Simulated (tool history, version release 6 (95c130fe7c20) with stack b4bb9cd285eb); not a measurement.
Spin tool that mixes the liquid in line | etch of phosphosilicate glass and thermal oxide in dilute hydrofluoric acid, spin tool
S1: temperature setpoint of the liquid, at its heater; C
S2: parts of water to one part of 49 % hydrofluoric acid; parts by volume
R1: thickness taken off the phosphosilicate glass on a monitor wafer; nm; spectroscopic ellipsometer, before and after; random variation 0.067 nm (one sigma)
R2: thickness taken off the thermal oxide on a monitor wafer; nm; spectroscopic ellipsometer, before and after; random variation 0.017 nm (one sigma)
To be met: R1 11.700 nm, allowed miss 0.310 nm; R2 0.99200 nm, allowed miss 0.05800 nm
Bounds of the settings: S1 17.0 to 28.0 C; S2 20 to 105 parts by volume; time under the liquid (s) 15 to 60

{"run": 1, "hour": 0.0, "S1": 20.0, "S2": 55, "time under the liquid (s)": 30, "R1": 28.878, "R2": 2.5137}
{"run": 2, "hour": 8.8, "S1": 20.0, "S2": 55, "time under the liquid (s)": 40, "R1": 38.901, "R2": 3.2122}
{"run": 3, "hour": 15.4, "S1": 22.5, "S2": 55, "time under the liquid (s)": 40, "R1": 42.989, "R2": 3.6813}
{"run": 4, "hour": 20.8, "S1": 21.0, "S2": 70, "time under the liquid (s)": 40, "R1": 31.151, "R2": 2.5772}
{"run": 5, "hour": 24.8, "S1": 21.0, "S2": 50, "time under the liquid (s)": 40, "R1": 44.52, "R2": 3.6671}
{"run": 6, "hour": 33.7, "S1": 19.0, "S2": 50, "time under the liquid (s)": 40, "R1": 40.75, "R2": 3.5477}
{"run": 7, "hour": 37.1, "S1": 18.5, "S2": 70, "time under the liquid (s)": 40, "R1": 27.977, "R2": 2.3556}
{"run": 8, "hour": 43.6, "S1": 18.0, "S2": 80, "time under the liquid (s)": 40, "R1": 23.545, "R2": 1.9962}
{"run": 9, "hour": 46.7, "S1": 17.5, "S2": 90, "time under the liquid (s)": 35, "R1": 17.682, "R2": 1.5545}
{"run": 10, "hour": 50.9, "S1": 17.5, "S2": 95, "time under the liquid (s)": 35, "R1": 16.859, "R2": 1.4562}
{"run": 11, "hour": 52.6, "S1": 17.5, "S2": 100, "time under the liquid (s)": 30, "R1": 13.453, "R2": 1.1244}
{"run": 12, "hour": 60.9, "S1": 17.0, "S2": 105, "time under the liquid (s)": 30, "R1": 12.591, "R2": 1.09}
{"run": 13, "hour": 64.2, "S1": 17.5, "S2": 105, "time under the liquid (s)": 30, "R1": 12.813, "R2": 1.1132}
{"run": 14, "hour": 65.1, "S1": 17.0, "S2": 105, "time under the liquid (s)": 25, "R1": 10.52, "R2": 0.89139}
{"run": 15, "hour": 74.1, "S1": 17.5, "S2": 105, "time under the liquid (s)": 25, "R1": 10.717, "R2": 0.90152}
{"run": 16, "hour": 81.8, "S1": 18.0, "S2": 105, "time under the liquid (s)": 25, "R1": 11.0, "R2": 0.92389}

5 next moves are on the table. One of them brings every result within its allowed miss. Which?
{"run": "A", "hour": 89.5, "S1": 19.5, "S2": 105, "time under the liquid (s)": 25, "R1": "?", "R2": "?"}
{"run": "B", "hour": 89.5, "S1": 20.0, "S2": 95, "time under the liquid (s)": 20, "R1": "?", "R2": "?"}
{"run": "C", "hour": 89.5, "S1": 20.5, "S2": 75, "time under the liquid (s)": 15, "R1": "?", "R2": "?"}
{"run": "D", "hour": 89.5, "S1": 21.0, "S2": 95, "time under the liquid (s)": 20, "R1": "?", "R2": "?"}
{"run": "E", "hour": 89.5, "S1": 17.0, "S2": 105, "time under the liquid (s)": 25, "R1": "?", "R2": "?"}

move=A R1=11.634 R2=1.00920
move=B R1=10.618 R2=0.92104
move=C R1=10.538 R2=0.91406
move=D R1=11.063 R2=0.95961
move=E R1=10.485 R2=0.90950
A: meets every target
B: further off than the last run
C: further off than the last run
D: nearer than the last run, and not there yet
E: further off than the last run
The right move is A.

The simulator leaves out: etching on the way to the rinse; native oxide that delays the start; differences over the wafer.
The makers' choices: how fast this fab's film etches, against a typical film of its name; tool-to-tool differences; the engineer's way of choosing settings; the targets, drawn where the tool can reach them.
